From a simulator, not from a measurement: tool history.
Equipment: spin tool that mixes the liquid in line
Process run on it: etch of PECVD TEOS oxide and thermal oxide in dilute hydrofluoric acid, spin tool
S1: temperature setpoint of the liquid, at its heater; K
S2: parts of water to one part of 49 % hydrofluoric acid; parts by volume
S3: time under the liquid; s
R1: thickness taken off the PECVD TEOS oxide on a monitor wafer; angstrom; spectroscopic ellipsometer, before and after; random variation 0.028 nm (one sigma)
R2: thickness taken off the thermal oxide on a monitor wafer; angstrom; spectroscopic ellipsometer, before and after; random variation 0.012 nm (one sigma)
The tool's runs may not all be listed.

{"run": 1, "hour": 0.0, "S1": 296.15, "S2": 260, "S3": 180, "R1": 167.46, "R2": 31.071}
{"run": 2, "hour": 7.0, "S1": 298.65, "S2": 260, "S3": 180, "R1": 182.75, "R2": 33.677}
{"run": 3, "hour": 9.6, "S1": 296.65, "S2": 260, "S3": 180, "R1": 169.47, "R2": 31.414}
{"run": 4, "hour": 11.2, "S1": 294.65, "S2": 300, "S3": 180, "R1": 132.17, "R2": 24.59}
{"run": 5, "hour": 12.6, "S1": 293.15, "S2": 330, "S3": 180, "R1": 110.8, "R2": 20.818}
{"run": 6, "hour": 20.4, "S1": 292.15, "S2": 355, "S3": 180, "R1": 97.038, "R2": 17.977}
{"run": 7, "hour": 24.8, "S1": 291.65, "S2": 370, "S3": 180, "R1": 90.739, "R2": 16.856}

Estimate the outcome of run 8 from the log above:
{"run": 8, "hour": 27.6, "S1": 291.15, "S2": 385, "S3": 180, "R1": "?", "R2": "?"}

{"run 8": {"R1": 84.462, "R2": 15.627}}
